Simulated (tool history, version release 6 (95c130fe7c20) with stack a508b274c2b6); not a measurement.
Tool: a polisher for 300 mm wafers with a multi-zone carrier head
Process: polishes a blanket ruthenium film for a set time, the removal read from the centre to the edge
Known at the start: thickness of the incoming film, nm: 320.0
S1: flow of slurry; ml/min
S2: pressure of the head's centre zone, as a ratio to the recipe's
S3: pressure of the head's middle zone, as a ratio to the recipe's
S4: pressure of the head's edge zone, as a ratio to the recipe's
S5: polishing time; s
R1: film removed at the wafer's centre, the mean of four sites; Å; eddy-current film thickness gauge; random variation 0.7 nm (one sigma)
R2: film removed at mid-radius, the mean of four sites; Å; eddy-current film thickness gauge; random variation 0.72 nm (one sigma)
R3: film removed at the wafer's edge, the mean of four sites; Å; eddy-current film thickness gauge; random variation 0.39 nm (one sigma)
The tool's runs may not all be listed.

run,hour,S1,S2,S3,S4,S5,R1,R2,R3
1,0.0,295,1.00,1.00,1.00,47,791.71,805.20,800.25
2,8.3,295,1.00,1.04,1.00,47,797.69,825.13,798.39
3,13.6,295,1.01,1.04,0.97,43,741.10,749.95,707.83
4,17.5,290,1.00,1.03,0.94,40,668.08,703.94,656.54
5,20.2,355,1.00,1.03,0.94,40,678.02,714.12,673.47
6,25.9,355,1.00,1.03,1.01,40,710.69,712.81,694.18
7,33.2,345,1.02,1.02,0.97,38,668.67,673.54,633.52
8,41.1,340,1.03,1.00,0.94,37,656.31,643.75,611.99
9,50.0,335,1.03,0.99,0.91,36,646.10,615.73,592.09
10,58.1,330,1.03,0.99,0.89,35,615.36,590.93,567.12
11,62.6,325,1.03,1.00,0.87,34,593.98,574.69,540.76

Run 12 comes next. What will it give?
12,65.1,315,1.03,1.00,0.86,34,?,?,?

Run 12 gave R1 605.20 Å, R2 572.73 Å, R3 543.80 Å.
